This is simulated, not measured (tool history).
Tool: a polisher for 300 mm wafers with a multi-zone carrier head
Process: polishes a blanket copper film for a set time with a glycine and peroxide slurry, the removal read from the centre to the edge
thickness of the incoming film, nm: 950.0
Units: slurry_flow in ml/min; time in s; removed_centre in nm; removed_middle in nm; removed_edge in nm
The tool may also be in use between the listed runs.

{"run": 1, "hour": 0.0, "slurry_flow": 140, "centre_zone": 1, "middle_zone": 1, "edge_zone": 1, "time": 40, "removed_centre": 256.49, "removed_middle": 258.04, "removed_edge": 255.98}
{"run": 2, "hour": 1.3, "slurry_flow": 140, "centre_zone": 1.03, "middle_zone": 1, "edge_zone": 1, "time": 40, "removed_centre": 264.82, "removed_middle": 257.69, "removed_edge": 252.95}
{"run": 3, "hour": 4.5, "slurry_flow": 135, "centre_zone": 1, "middle_zone": 1, "edge_zone": 0.97, "time": 38, "removed_centre": 240.2, "removed_middle": 250.05, "removed_edge": 237.26}
{"run": 4, "hour": 6.9, "slurry_flow": 135, "centre_zone": 0.95, "middle_zone": 1, "edge_zone": 0.97, "time": 38, "removed_centre": 230.75, "removed_middle": 247.65, "removed_edge": 242.99}
{"run": 5, "hour": 14.0, "slurry_flow": 130, "centre_zone": 0.94, "middle_zone": 0.99, "edge_zone": 0.95, "time": 36, "removed_centre": 211.25, "removed_middle": 225.87, "removed_edge": 218.24}
{"run": 6, "hour": 17.2, "slurry_flow": 120, "centre_zone": 0.92, "middle_zone": 0.98, "edge_zone": 0.93, "time": 36, "removed_centre": 203.96, "removed_middle": 221.78, "removed_edge": 219.34}
{"run": 7, "hour": 20.7, "slurry_flow": 115, "centre_zone": 0.91, "middle_zone": 0.98, "edge_zone": 0.91, "time": 35, "removed_centre": 194.78, "removed_middle": 209.67, "removed_edge": 207.89}
{"run": 8, "hour": 22.6, "slurry_flow": 110, "centre_zone": 0.9, "middle_zone": 0.99, "edge_zone": 0.89, "time": 35, "removed_centre": 190.01, "removed_middle": 215.18, "removed_edge": 200.41}

Run 9 comes next. What will it give?
{"run": 9, "hour": 28.7, "slurry_flow": 110, "centre_zone": 0.9, "middle_zone": 0.99, "edge_zone": 0.89, "time": 35, "removed_centre": "?", "removed_middle": "?", "removed_edge": "?"}

{"run 9": {"removed_centre": 191.12, "removed_middle": 212.03, "removed_edge": 204.05}}

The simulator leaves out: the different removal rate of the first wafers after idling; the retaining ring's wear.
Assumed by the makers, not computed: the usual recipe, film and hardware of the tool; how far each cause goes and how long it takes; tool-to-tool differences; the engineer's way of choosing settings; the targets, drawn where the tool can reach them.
